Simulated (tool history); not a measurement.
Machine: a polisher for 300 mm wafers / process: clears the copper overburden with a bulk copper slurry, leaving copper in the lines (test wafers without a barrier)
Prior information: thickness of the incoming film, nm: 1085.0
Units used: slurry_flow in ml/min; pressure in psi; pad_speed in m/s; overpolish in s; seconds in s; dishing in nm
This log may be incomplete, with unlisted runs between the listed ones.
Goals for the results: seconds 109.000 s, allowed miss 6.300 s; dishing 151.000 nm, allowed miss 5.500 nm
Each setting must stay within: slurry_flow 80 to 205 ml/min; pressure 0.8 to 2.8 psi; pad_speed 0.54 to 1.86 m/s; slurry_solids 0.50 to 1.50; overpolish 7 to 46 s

run 1 hour=0.0 | slurry_flow=135 pressure=1.8 pad_speed=1.18 slurry_solids=1.00 overpolish=24 | seconds=126.790 dishing=106.500
run 2 hour=1.4 | slurry_flow=135 pressure=1.8 pad_speed=1.18 slurry_solids=1.00 overpolish=19 | seconds=124.990 dishing=91.049
run 3 hour=9.4 | slurry_flow=130 pressure=1.9 pad_speed=1.16 slurry_solids=1.00 overpolish=22 | seconds=116.480 dishing=102.710
run 4 hour=14.0 | slurry_flow=130 pressure=1.9 pad_speed=1.16 slurry_solids=1.00 overpolish=17 | seconds=117.790 dishing=87.294
run 5 hour=17.0 | slurry_flow=130 pressure=1.9 pad_speed=1.40 slurry_solids=1.00 overpolish=17 | seconds=101.660 dishing=99.271
run 6 hour=23.9 | slurry_flow=125 pressure=1.9 pad_speed=1.42 slurry_solids=1.00 overpolish=20 | seconds=100.540 dishing=110.400
run 7 hour=25.8 | slurry_flow=120 pressure=1.9 pad_speed=1.44 slurry_solids=1.00 overpolish=22 | seconds=99.715 dishing=116.070
run 8 hour=29.7 | slurry_flow=120 pressure=1.9 pad_speed=1.44 slurry_solids=1.00 overpolish=24 | seconds=98.270 dishing=121.350
run 9 hour=31.8 | slurry_flow=105 pressure=1.8 pad_speed=1.34 slurry_solids=1.00 overpolish=35 | seconds=117.890 dishing=134.690
run 10 hour=34.5 | slurry_flow=110 pressure=1.8 pad_speed=1.34 slurry_solids=1.00 overpolish=35 | seconds=116.160 dishing=134.000
run 11 hour=35.4 | slurry_flow=115 pressure=1.8 pad_speed=1.34 slurry_solids=1.00 overpolish=35 | seconds=114.510 dishing=132.800
run 12 hour=43.8 | slurry_flow=115 pressure=1.8 pad_speed=1.34 slurry_solids=1.00 overpolish=36 | seconds=112.060 dishing=137.510
run 13 hour=49.9 | slurry_flow=115 pressure=1.8 pad_speed=1.34 slurry_solids=1.00 overpolish=37 | seconds=112.180 dishing=135.480

Consider the 4 candidate settings below. Which is the only one whose results all fall within their allowed miss of target?
run A hour=56.0 | slurry_flow=100 pressure=2.7 pad_speed=1.14 slurry_solids=0.90 overpolish=26 | seconds=? dishing=?
run B hour=56.0 | slurry_flow=80 pressure=1.8 pad_speed=1.84 slurry_solids=0.90 overpolish=38 | seconds=? dishing=?
run C hour=56.0 | slurry_flow=115 pressure=2.0 pad_speed=1.44 slurry_solids=1.00 overpolish=38 | seconds=? dishing=?
run D hour=56.0 | slurry_flow=95 pressure=1.9 pad_speed=1.34 slurry_solids=1.05 overpolish=43 | seconds=? dishing=?

move=A seconds=93.041 dishing=143.990
move=B seconds=91.896 dishing=152.610
move=C seconds=94.060 dishing=156.790
move=D seconds=109.690 dishing=152.680
A: nearer the targets than the last run, but a result is still out of spec
B: the furthest-off result lands on target, but another misses its tolerance
C: carries the result that was furthest off beyond its target, to the other side
D: hits every target within its allowed miss
The right move is D.
